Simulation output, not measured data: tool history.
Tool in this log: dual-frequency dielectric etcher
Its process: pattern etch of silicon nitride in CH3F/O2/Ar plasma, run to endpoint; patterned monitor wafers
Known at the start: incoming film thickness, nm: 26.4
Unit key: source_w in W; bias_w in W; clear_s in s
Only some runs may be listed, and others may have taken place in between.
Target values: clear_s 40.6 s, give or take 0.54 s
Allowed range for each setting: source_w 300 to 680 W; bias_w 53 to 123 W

{"run": 1, "hour": 0.0, "source_w": 490, "bias_w": 88, "clear_s": 35.345}
{"run": 2, "hour": 3.7, "source_w": 410, "bias_w": 88, "clear_s": 37.442}
{"run": 3, "hour": 11.2, "source_w": 390, "bias_w": 88, "clear_s": 38.079}
{"run": 4, "hour": 16.9, "source_w": 390, "bias_w": 101, "clear_s": 36.45}
{"run": 5, "hour": 19.1, "source_w": 390, "bias_w": 94, "clear_s": 37.335}
{"run": 6, "hour": 22.6, "source_w": 380, "bias_w": 93, "clear_s": 37.593}
{"run": 7, "hour": 24.5, "source_w": 370, "bias_w": 92, "clear_s": 38.014}
{"run": 8, "hour": 26.4, "source_w": 360, "bias_w": 91, "clear_s": 38.621}
{"run": 9, "hour": 34.7, "source_w": 350, "bias_w": 91, "clear_s": 38.794}
{"run": 10, "hour": 40.7, "source_w": 300, "bias_w": 88, "clear_s": 41.3}

Below are 5 possible settings for the next run. Only one of them brings all results inside the allowed miss of their targets. Which is it?
{"run": "A", "hour": 46.7, "source_w": 300, "bias_w": 81, "clear_s": "?"}
{"run": "B", "hour": 46.7, "source_w": 300, "bias_w": 84, "clear_s": "?"}
{"run": "C", "hour": 46.7, "source_w": 360, "bias_w": 79, "clear_s": "?"}
{"run": "D", "hour": 46.7, "source_w": 360, "bias_w": 89, "clear_s": "?"}
{"run": "E", "hour": 46.7, "source_w": 300, "bias_w": 100, "clear_s": "?"}

move=A clear_s=42.448
move=B clear_s=41.93
move=C clear_s=40.481
move=D clear_s=38.895
move=E clear_s=39.476
A: further off than the last run
B: further off than the last run
C: in spec on every target
D: takes the result that was furthest off past its target
E: takes the result that was furthest off past its target
C is the move that brings every result within its allowed miss.

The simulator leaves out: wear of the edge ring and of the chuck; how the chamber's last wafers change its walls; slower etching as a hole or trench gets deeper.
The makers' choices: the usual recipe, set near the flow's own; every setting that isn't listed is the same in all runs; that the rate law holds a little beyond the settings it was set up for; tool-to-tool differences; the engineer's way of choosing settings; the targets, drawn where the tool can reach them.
